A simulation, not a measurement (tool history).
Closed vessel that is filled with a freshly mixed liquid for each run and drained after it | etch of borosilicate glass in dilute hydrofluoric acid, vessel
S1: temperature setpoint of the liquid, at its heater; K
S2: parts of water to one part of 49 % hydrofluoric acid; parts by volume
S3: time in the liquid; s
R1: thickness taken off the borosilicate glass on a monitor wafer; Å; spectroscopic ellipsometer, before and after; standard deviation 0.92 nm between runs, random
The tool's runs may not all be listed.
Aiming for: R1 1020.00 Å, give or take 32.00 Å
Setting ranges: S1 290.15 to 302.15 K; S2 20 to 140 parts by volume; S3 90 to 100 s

run	hour	S1	S2	S3	R1
1	0.0	294.15	75	90	420.97
2	3.9	295.15	70	90	482.42
3	7.4	298.15	70	90	534.78
4	11.4	298.65	65	90	596.32
5	18.7	298.65	80	90	473.98
6	23.7	298.65	80	90	466.77
7	25.1	299.15	75	90	515.31
8	27.8	299.65	70	90	564.52
9	32.8	302.15	40	90	1152.90
10	39.1	301.65	40	90	1100.40
11	43.7	301.15	40	90	1102.10
12	45.4	300.65	40	90	1088.00

Of the 5 settings listed for the next run, only one would bring every result within its allowed miss of target. Which one?
A	47.1	299.15	40	100	?
B	47.1	300.65	40	100	?
C	47.1	299.65	40	95	?
D	47.1	302.15	45	90	?
E	47.1	298.15	35	100	?

move	R1
A	1127.00
B	1198.40
C	1092.90
D	1011.30
E	1244.20
A: further off than the last run
B: further off than the last run
C: further off than the last run
D: every result lands within tolerance
E: further off than the last run
Correct choice: D, which meets every target
